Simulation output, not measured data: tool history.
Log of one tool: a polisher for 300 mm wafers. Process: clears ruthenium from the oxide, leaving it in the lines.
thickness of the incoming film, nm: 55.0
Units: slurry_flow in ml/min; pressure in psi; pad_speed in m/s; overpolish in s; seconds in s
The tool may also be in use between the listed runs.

Run 1, hour 0.0: slurry_flow 305 ml/min, pressure 1.4 psi, pad_speed 0.78 m/s, overpolish 24 s. Result: seconds 106.240 s.
Run 2, hour 3.3: slurry_flow 305 ml/min, pressure 1.4 psi, pad_speed 0.78 m/s, overpolish 24 s. Result: seconds 106.850 s.
Run 3, hour 4.4: slurry_flow 305 ml/min, pressure 1.3 psi, pad_speed 0.76 m/s, overpolish 24 s. Result: seconds 115.670 s.
Run 4, hour 12.5: slurry_flow 305 ml/min, pressure 1.3 psi, pad_speed 0.92 m/s, overpolish 24 s. Result: seconds 99.138 s.
Run 5, hour 20.7: slurry_flow 305 ml/min, pressure 1.2 psi, pad_speed 0.88 m/s, overpolish 24 s. Result: seconds 111.520 s.
Run 6, hour 21.9: slurry_flow 375 ml/min, pressure 1.2 psi, pad_speed 0.88 m/s, overpolish 24 s. Result: seconds 105.730 s.
Run 7, hour 29.8: slurry_flow 360 ml/min, pressure 1.1 psi, pad_speed 0.84 m/s, overpolish 24 s. Result: seconds 120.410 s.

Run 8 comes next. What will it give?
Run 8, hour 36.2: slurry_flow 350 ml/min, pressure 1.0 psi, pad_speed 0.82 m/s, overpolish 24 s. Result: seconds ?.

Run 8 gave seconds 134.370 s.
